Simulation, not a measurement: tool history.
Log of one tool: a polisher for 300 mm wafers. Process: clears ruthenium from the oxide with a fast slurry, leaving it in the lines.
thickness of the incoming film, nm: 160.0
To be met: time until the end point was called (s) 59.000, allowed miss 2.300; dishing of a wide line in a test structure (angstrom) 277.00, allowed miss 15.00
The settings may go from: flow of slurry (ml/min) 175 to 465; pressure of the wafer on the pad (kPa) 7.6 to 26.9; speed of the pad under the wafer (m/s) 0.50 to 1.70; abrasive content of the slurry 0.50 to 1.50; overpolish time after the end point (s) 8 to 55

| run | hour | flow of slurry (ml/min) | pressure of the wafer on the pad (kPa) | speed of the pad under the wafer (m/s) | abrasive content of the slurry | overpolish time after the end point (s) | time until the end point was called (s) | dishing of a wide line in a test structure (angstrom) |
|---|---|---|---|---|---|---|---|---|
| 1 | 0.0 | 295 | 17.2 | 1.10 | 1.00 | 28 | 35.746 | 734.86 |
| 2 | 5.6 | 295 | 17.2 | 1.36 | 1.00 | 28 | 28.641 | 821.77 |
| 3 | 13.1 | 285 | 15.9 | 1.36 | 0.95 | 25 | 32.834 | 699.10 |
| 4 | 16.8 | 285 | 15.9 | 1.26 | 0.95 | 25 | 35.025 | 673.88 |
| 5 | 17.4 | 270 | 15.2 | 1.28 | 0.90 | 23 | 37.478 | 625.35 |
| 6 | 25.7 | 270 | 15.2 | 1.28 | 0.75 | 23 | 41.953 | 584.84 |
| 7 | 28.4 | 275 | 14.5 | 1.30 | 0.75 | 21 | 43.110 | 531.05 |
| 8 | 36.6 | 360 | 9.7 | 1.40 | 0.65 | 8 | 65.761 | 161.36 |
| 9 | 43.4 | 340 | 9.7 | 1.40 | 0.65 | 8 | 64.878 | 164.39 |
| 10 | 49.3 | 325 | 9.7 | 1.38 | 0.65 | 9 | 66.113 | 185.16 |
| 11 | 56.6 | 310 | 9.7 | 1.38 | 0.65 | 9 | 65.609 | 177.60 |
| 12 | 58.7 | 305 | 9.7 | 1.36 | 0.65 | 10 | 66.694 | 197.34 |
| 13 | 65.8 | 290 | 9.7 | 1.36 | 0.65 | 10 | 66.934 | 194.54 |
| 14 | 66.5 | 280 | 9.7 | 1.36 | 0.65 | 10 | 67.974 | 192.71 |
| 15 | 70.0 | 275 | 9.7 | 1.36 | 0.65 | 10 | 67.239 | 193.48 |
| 16 | 72.3 | 270 | 9.7 | 1.36 | 0.65 | 10 | 68.982 | 196.60 |
| 17 | 79.9 | 260 | 9.7 | 1.36 | 0.65 | 10 | 68.262 | 193.02 |
| 18 | 80.6 | 260 | 9.7 | 1.36 | 0.65 | 10 | 67.673 | 191.69 |
| 19 | 82.7 | 260 | 9.7 | 1.36 | 0.65 | 10 | 67.849 | 195.20 |
| 20 | 89.2 | 255 | 9.7 | 1.36 | 0.65 | 10 | 67.407 | 191.27 |
| 21 | 92.2 | 255 | 9.7 | 1.34 | 0.65 | 10 | 69.488 | 196.01 |
| 22 | 96.1 | 250 | 9.7 | 1.34 | 0.65 | 10 | 70.439 | 184.49 |
| 23 | 99.7 | 250 | 9.7 | 1.34 | 0.65 | 10 | 68.256 | 188.55 |
| 24 | 101.1 | 250 | 9.7 | 1.34 | 0.65 | 11 | 69.997 | 207.36 |

4 next moves are on the table. One of them brings every result within its allowed miss. Which?
| A | 102.5 | 190 | 11.7 | 1.42 | 0.55 | 14 | ? | ? |
| B | 102.5 | 250 | 10.3 | 1.40 | 0.70 | 11 | ? | ? |
| C | 102.5 | 210 | 11.0 | 1.36 | 0.60 | 14 | ? | ? |
| D | 102.5 | 260 | 9.7 | 1.44 | 0.75 | 13 | ? | ? |

| move | time until the end point was called (s) | dishing of a wide line in a test structure (angstrom) |
|---|---|---|
| A | 64.078 | 272.16 |
| B | 58.595 | 237.92 |
| C | 64.875 | 269.22 |
| D | 57.906 | 278.71 |
A: nearer than the last run, and not there yet
B: brings the result that was furthest off to its target, and leaves another outside
C: nearer than the last run, and not there yet
D: meets every target
Answer: D
